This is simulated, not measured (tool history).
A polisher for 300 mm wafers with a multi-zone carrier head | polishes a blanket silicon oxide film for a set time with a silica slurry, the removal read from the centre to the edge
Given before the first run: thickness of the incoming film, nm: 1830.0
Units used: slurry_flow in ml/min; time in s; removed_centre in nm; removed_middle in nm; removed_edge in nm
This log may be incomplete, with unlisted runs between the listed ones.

run 1 hour=0.0 | slurry_flow=225 centre_zone=1.00 middle_zone=1.00 edge_zone=1.00 slurry_solids=1.00 time=83 | removed_centre=251.94 removed_middle=257.12 removed_edge=265.22
run 2 hour=6.3 | slurry_flow=240 centre_zone=0.98 middle_zone=1.05 edge_zone=1.04 slurry_solids=1.15 time=86 | removed_centre=272.51 removed_middle=294.08 removed_edge=294.83
run 3 hour=10.9 | slurry_flow=240 centre_zone=0.98 middle_zone=1.05 edge_zone=1.04 slurry_solids=1.00 time=86 | removed_centre=256.05 removed_middle=282.69 removed_edge=282.84
run 4 hour=18.1 | slurry_flow=240 centre_zone=0.94 middle_zone=1.05 edge_zone=1.04 slurry_solids=1.00 time=86 | removed_centre=247.20 removed_middle=282.80 removed_edge=274.35
run 5 hour=19.4 | slurry_flow=240 centre_zone=0.94 middle_zone=1.05 edge_zone=0.98 slurry_solids=1.00 time=86 | removed_centre=250.03 removed_middle=278.72 removed_edge=276.74
run 6 hour=25.8 | slurry_flow=250 centre_zone=0.92 middle_zone=1.08 edge_zone=1.01 slurry_solids=1.15 time=90 | removed_centre=268.35 removed_middle=322.95 removed_edge=301.31
run 7 hour=32.1 | slurry_flow=205 centre_zone=0.91 middle_zone=1.07 edge_zone=1.11 slurry_solids=1.40 time=109 | removed_centre=331.74 removed_middle=398.13 removed_edge=403.58
run 8 hour=33.0 | slurry_flow=205 centre_zone=0.91 middle_zone=1.07 edge_zone=1.11 slurry_solids=1.40 time=109 | removed_centre=335.60 removed_middle=399.65 removed_edge=404.01

What does the tool deliver on the next run?
-- hour=40.5 slurry nozzle cleaned
run 9 hour=40.5 | slurry_flow=220 centre_zone=0.91 middle_zone=1.09 edge_zone=1.11 slurry_solids=1.40 time=109 | removed_centre=? removed_middle=? removed_edge=?

{"run 9": {"removed_centre": 381.55, "removed_middle": 455.26, "removed_edge": 427.38}}

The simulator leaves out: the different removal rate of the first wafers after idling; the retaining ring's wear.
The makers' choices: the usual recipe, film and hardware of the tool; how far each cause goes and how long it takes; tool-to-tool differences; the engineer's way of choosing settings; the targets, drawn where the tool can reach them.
